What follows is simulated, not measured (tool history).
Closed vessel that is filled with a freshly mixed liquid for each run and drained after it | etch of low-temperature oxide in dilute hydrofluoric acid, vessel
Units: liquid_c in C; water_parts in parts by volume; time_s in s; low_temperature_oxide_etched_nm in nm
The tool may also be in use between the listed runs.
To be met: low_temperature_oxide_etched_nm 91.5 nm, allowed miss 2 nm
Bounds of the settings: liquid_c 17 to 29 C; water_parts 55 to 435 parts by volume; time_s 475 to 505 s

| run | hour | liquid_c | water_parts | time_s | low_temperature_oxide_etched_nm |
|---|---|---|---|---|---|
| 1 | 0 | 21 | 245 | 475 | 36.776 |
| 2 | 3.7 | 22.5 | 220 | 475 | 43.83 |
| 3 | 9.1 | 24 | 195 | 475 | 54.213 |
| 4 | 17.7 | 25 | 180 | 475 | 61.593 |
| 5 | 24.2 | 22.5 | 180 | 475 | 56.57 |
| 6 | 31.3 | 24 | 170 | 475 | 64.029 |
| 7 | 40 | 25 | 165 | 475 | 68.774 |
| 8 | 46.5 | 26 | 160 | 475 | 73.576 |
| 9 | 50 | 29 | 135 | 475 | 101.27 |
| 10 | 55.3 | 28.5 | 135 | 475 | 98.071 |
| 11 | 59.7 | 28 | 135 | 475 | 98.34 |
| 12 | 63.6 | 27.5 | 135 | 475 | 94.993 |

Which of these 5 next moves meets every target?
| A | 67.5 | 29 | 155 | 480 | ? |
| B | 67.5 | 29 | 155 | 485 | ? |
| C | 67.5 | 27 | 150 | 490 | ? |
| D | 67.5 | 24 | 125 | 475 | ? |
| E | 67.5 | 25 | 120 | 480 | ? |

| move | low_temperature_oxide_etched_nm |
|---|---|
| A | 86.588 |
| B | 87.49 |
| C | 85.418 |
| D | 91.369 |
| E | 100.58 |
A: takes the result that was furthest off past its target
B: takes the result that was furthest off past its target
C: takes the result that was furthest off past its target
D: meets every target
E: further off than the last run
Answer: D

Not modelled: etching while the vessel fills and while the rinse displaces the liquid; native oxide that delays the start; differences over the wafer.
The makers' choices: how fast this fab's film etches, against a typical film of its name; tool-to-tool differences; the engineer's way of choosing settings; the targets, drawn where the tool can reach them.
